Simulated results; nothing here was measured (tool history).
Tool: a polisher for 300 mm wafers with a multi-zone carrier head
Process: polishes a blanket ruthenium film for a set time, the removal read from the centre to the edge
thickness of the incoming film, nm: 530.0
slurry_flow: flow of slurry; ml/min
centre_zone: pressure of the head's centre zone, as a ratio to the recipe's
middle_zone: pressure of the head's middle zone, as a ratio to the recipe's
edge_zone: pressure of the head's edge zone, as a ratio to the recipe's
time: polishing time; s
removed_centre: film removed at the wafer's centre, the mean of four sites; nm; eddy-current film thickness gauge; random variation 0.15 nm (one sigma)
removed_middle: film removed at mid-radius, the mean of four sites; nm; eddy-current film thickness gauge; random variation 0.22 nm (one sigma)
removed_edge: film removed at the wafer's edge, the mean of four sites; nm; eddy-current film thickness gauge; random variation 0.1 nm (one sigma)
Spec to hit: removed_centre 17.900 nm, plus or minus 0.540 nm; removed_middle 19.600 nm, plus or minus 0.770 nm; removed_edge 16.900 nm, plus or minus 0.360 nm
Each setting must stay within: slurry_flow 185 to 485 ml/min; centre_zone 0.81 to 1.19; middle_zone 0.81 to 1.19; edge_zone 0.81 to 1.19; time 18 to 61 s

run 1 day=0.000 | slurry_flow=310 centre_zone=1.00 middle_zone=1.00 edge_zone=1.00 time=39 | removed_centre=29.934 removed_middle=30.902 removed_edge=29.085
run 2 day=0.104 | slurry_flow=310 centre_zone=1.00 middle_zone=1.00 edge_zone=1.00 time=46 | removed_centre=35.319 removed_middle=36.510 removed_edge=34.148
run 3 day=0.312 | slurry_flow=310 centre_zone=1.00 middle_zone=1.00 edge_zone=0.96 time=46 | removed_centre=35.180 removed_middle=36.841 removed_edge=33.666
run 4 day=0.371 | slurry_flow=310 centre_zone=1.00 middle_zone=1.03 edge_zone=0.96 time=46 | removed_centre=35.254 removed_middle=38.248 removed_edge=33.357
run 5 day=0.517 | slurry_flow=385 centre_zone=1.00 middle_zone=1.03 edge_zone=0.96 time=46 | removed_centre=35.420 removed_middle=38.351 removed_edge=34.161
run 6 day=0.692 | slurry_flow=385 centre_zone=1.00 middle_zone=0.95 edge_zone=0.96 time=46 | removed_centre=35.701 removed_middle=35.595 removed_edge=34.404
run 7 day=0.846 | slurry_flow=340 centre_zone=0.94 middle_zone=1.00 edge_zone=0.86 time=35 | removed_centre=25.761 removed_middle=28.383 removed_edge=24.682
run 8 day=0.967 | slurry_flow=335 centre_zone=0.94 middle_zone=1.00 edge_zone=0.85 time=33 | removed_centre=24.603 removed_middle=25.982 removed_edge=23.127
run 9 day=1.304 | slurry_flow=330 centre_zone=0.93 middle_zone=1.01 edge_zone=0.84 time=31 | removed_centre=22.563 removed_middle=24.917 removed_edge=21.475
run 10 day=1.329 | slurry_flow=285 centre_zone=0.93 middle_zone=0.97 edge_zone=0.81 time=22 | removed_centre=16.192 removed_middle=16.720 removed_edge=14.771
run 11 day=1.371 | slurry_flow=375 centre_zone=0.92 middle_zone=1.00 edge_zone=0.84 time=22 | removed_centre=16.306 removed_middle=17.775 removed_edge=15.415

Below are 4 possible settings for the next run. Only one of them brings all results inside the allowed miss of their targets. Which is it?
run A day=1.412 | slurry_flow=370 centre_zone=0.81 middle_zone=0.85 edge_zone=0.98 time=22 | removed_centre=? removed_middle=? removed_edge=?
run B day=1.412 | slurry_flow=415 centre_zone=0.81 middle_zone=0.81 edge_zone=1.06 time=22 | removed_centre=? removed_middle=? removed_edge=?
run C day=1.412 | slurry_flow=420 centre_zone=0.98 middle_zone=1.08 edge_zone=0.81 time=19 | removed_centre=? removed_middle=? removed_edge=?
run D day=1.412 | slurry_flow=375 centre_zone=0.99 middle_zone=1.07 edge_zone=0.94 time=23 | removed_centre=? removed_middle=? removed_edge=?

move=A removed_centre=14.812 removed_middle=15.738 removed_edge=16.578
move=B removed_centre=14.951 removed_middle=15.261 removed_edge=17.333
move=C removed_centre=14.668 removed_middle=16.768 removed_edge=13.214
move=D removed_centre=17.711 removed_middle=19.962 removed_edge=16.966
A: brings the result that was furthest off to its target, and leaves another outside
B: the result that was furthest off in the last run now lies on the other side of its target
C: further off than the last run
D: in spec on every target
The move that meets every target is D.
